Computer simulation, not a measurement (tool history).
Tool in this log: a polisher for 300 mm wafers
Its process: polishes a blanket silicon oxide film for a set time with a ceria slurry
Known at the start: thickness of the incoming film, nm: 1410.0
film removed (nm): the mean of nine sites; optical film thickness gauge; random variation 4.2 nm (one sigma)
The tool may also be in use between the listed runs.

run,hour,flow of slurry (ml/min),pressure of the wafer on the pad (kPa),speed of the pad under the wafer (m/s),polishing time (s),film removed (nm)
1,0.0,205,24.1,1.06,63,315.36
2,6.8,205,24.8,1.06,63,329.81
3,11.7,205,24.8,1.06,63,327.80
4,18.2,205,24.8,1.06,63,324.49
5,22.8,205,24.8,0.88,63,273.61
6,26.4,205,26.2,0.88,63,287.33
7,34.1,205,27.6,0.88,63,300.74

Predict the results of run 8:
8,40.8,205,29.0,0.88,63,?

Run 8 produced film removed (nm) 313.24.
